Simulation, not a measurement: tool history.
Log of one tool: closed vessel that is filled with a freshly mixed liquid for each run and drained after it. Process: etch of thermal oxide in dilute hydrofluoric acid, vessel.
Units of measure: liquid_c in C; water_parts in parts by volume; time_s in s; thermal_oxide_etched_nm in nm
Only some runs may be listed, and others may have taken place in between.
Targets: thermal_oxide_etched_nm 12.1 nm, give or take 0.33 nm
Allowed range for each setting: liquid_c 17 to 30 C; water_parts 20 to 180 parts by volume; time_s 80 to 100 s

run 1 hour=0 | liquid_c=22 water_parts=100 time_s=100 | thermal_oxide_etched_nm=3.9347
run 2 hour=8.6 | liquid_c=20.5 water_parts=100 time_s=100 | thermal_oxide_etched_nm=3.6605
run 3 hour=11.2 | liquid_c=18 water_parts=100 time_s=100 | thermal_oxide_etched_nm=3.3033
run 4 hour=16.9 | liquid_c=18 water_parts=100 time_s=100 | thermal_oxide_etched_nm=3.317
run 5 hour=18.3 | liquid_c=20 water_parts=100 time_s=100 | thermal_oxide_etched_nm=3.5857
run 6 hour=26.1 | liquid_c=20 water_parts=100 time_s=80 | thermal_oxide_etched_nm=2.8939
run 7 hour=30.3 | liquid_c=22 water_parts=85 time_s=85 | thermal_oxide_etched_nm=3.9672
run 8 hour=38.2 | liquid_c=23.5 water_parts=70 time_s=90 | thermal_oxide_etched_nm=5.5341
run 9 hour=43.5 | liquid_c=23.5 water_parts=70 time_s=90 | thermal_oxide_etched_nm=5.5242
run 10 hour=47.6 | liquid_c=24.5 water_parts=60 time_s=90 | thermal_oxide_etched_nm=6.8458
run 11 hour=48.3 | liquid_c=28.5 water_parts=35 time_s=90 | thermal_oxide_etched_nm=14.157
run 12 hour=53 | liquid_c=28 water_parts=35 time_s=90 | thermal_oxide_etched_nm=13.957
run 13 hour=58.5 | liquid_c=27.5 water_parts=35 time_s=90 | thermal_oxide_etched_nm=13.578

Of the 4 settings listed for the next run, only one would bring every result within its allowed miss of target. Which one?
run A hour=64 | liquid_c=28 water_parts=35 time_s=100 | thermal_oxide_etched_nm=?
run B hour=64 | liquid_c=27 water_parts=45 time_s=95 | thermal_oxide_etched_nm=?
run C hour=64 | liquid_c=30 water_parts=45 time_s=95 | thermal_oxide_etched_nm=?
run D hour=64 | liquid_c=28.5 water_parts=30 time_s=85 | thermal_oxide_etched_nm=?

move=A thermal_oxide_etched_nm=15.542
move=B thermal_oxide_etched_nm=10.869
move=C thermal_oxide_etched_nm=12.251
move=D thermal_oxide_etched_nm=15.846
A: its largest miss is bigger than the last run's
B: moves the result that the last run missed by most past its target, out the other side
C: all results land within tolerance of their targets
D: its largest miss is bigger than the last run's
C meets every target.
